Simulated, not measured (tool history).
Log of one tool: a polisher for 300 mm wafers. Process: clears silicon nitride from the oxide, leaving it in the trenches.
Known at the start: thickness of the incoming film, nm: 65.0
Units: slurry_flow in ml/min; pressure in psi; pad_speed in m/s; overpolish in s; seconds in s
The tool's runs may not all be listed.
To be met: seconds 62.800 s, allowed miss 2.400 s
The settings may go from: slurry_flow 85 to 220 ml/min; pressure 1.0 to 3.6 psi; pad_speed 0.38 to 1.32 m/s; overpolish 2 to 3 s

run,day,slurry_flow,pressure,pad_speed,overpolish,seconds
1,0.000,140,2.3,0.84,3,94.002
2,0.046,165,2.3,0.84,3,92.245
3,0.125,165,2.3,0.84,3,90.250
4,0.392,170,2.5,0.84,3,85.964
5,0.662,155,2.5,0.84,3,85.152
6,0.850,155,1.9,0.84,3,108.520
7,1.133,155,2.2,0.84,3,96.697
8,1.167,155,2.4,0.84,3,91.416
9,1.438,160,2.6,0.84,3,83.631
10,1.658,160,2.8,0.84,3,77.338
11,1.738,175,3.3,0.84,3,67.539

Which of these 4 next moves meets every target?
A,1.817,195,3.4,0.76,2,?
B,1.817,195,3.1,0.92,3,?
C,1.817,170,3.3,0.78,3,?
D,1.817,170,2.9,0.78,3,?

move,seconds
A,70.371
B,64.074
C,72.082
D,80.907
A: further off than the last run
B: meets every target
C: further off than the last run
D: further off than the last run
The right move is B.

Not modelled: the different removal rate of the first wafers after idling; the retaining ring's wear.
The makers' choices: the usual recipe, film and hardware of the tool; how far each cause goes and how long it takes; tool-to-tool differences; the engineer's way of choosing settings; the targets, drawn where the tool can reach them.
